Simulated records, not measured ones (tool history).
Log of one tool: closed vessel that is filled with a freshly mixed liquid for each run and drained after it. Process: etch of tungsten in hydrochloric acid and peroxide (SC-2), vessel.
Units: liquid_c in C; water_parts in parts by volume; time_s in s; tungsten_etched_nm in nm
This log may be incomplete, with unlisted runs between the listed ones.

run,day,liquid_c,water_parts,time_s,tungsten_etched_nm
1,0,65,11.5,30,15.838
2,0.292,67,10,30,20.184
3,0.629,67,10,30,20.08
4,0.804,68.5,9,30,23.858
5,1.129,69.5,8.5,30,27.077
6,1.467,63,8.5,30,18.059
7,1.842,66,8,30,22.805
8,1.875,68,8,30,25.89
9,1.983,68,8,30,25.746
10,2.204,69.5,8,30,28.246
11,2.579,70.5,8,30,29.872
12,2.738,71,8,30,30.919

Run 13 comes next. What will it give?
13,2.875,71.5,8,30,?

For run 13 the tool returned tungsten_etched_nm 31.848 nm.
